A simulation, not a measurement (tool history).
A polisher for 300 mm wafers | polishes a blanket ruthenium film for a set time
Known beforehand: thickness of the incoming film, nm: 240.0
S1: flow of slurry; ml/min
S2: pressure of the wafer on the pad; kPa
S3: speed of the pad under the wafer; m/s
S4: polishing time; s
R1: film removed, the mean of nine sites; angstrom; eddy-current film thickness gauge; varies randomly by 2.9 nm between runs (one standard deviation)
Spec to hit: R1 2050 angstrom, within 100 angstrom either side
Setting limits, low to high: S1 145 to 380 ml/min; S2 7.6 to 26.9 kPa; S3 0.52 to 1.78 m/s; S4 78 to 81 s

{"run": 1, "hour": 0.0, "S1": 245, "S2": 17.2, "S3": 1.14, "S4": 78, "R1": 1455.6}
{"run": 2, "hour": 6.7, "S1": 220, "S2": 17.2, "S3": 1.14, "S4": 78, "R1": 1401.6}
{"run": 3, "hour": 10.9, "S1": 220, "S2": 17.2, "S3": 1.14, "S4": 78, "R1": 1402.5}
{"run": 4, "hour": 18.9, "S1": 230, "S2": 18.6, "S3": 1.14, "S4": 78, "R1": 1473.7}
{"run": 5, "hour": 25.0, "S1": 180, "S2": 18.6, "S3": 1.14, "S4": 78, "R1": 1459.8}
{"run": 6, "hour": 33.5, "S1": 180, "S2": 20, "S3": 1.14, "S4": 78, "R1": 1570.8}
{"run": 7, "hour": 37.1, "S1": 180, "S2": 24.8, "S3": 1.16, "S4": 78, "R1": 1858.3}
{"run": 8, "hour": 41.9, "S1": 180, "S2": 25.5, "S3": 1.16, "S4": 78, "R1": 1910.2}

Of the 5 settings listed for the next run, only one would bring every result within its allowed miss of target. Which one?
{"run": "A", "hour": 46.7, "S1": 245, "S2": 26.9, "S3": 1.1, "S4": 81, "R1": "?"}
{"run": "B", "hour": 46.7, "S1": 175, "S2": 26.9, "S3": 1.26, "S4": 81, "R1": "?"}
{"run": "C", "hour": 46.7, "S1": 145, "S2": 26.9, "S3": 1.32, "S4": 79, "R1": "?"}
{"run": "D", "hour": 46.7, "S1": 190, "S2": 24.8, "S3": 1.34, "S4": 81, "R1": "?"}
{"run": "E", "hour": 46.7, "S1": 155, "S2": 22.1, "S3": 1.18, "S4": 78, "R1": "?"}

move=A R1=2013.6
move=B R1=2240.4
move=C R1=2253.2
move=D R1=2241.2
move=E R1=1707.1
A: all results in spec
B: carries the result that was furthest off beyond its target, to the other side
C: carries the result that was furthest off beyond its target, to the other side
D: carries the result that was furthest off beyond its target, to the other side
E: lands further from the targets than the last run did
Go with A: it meets all targets.
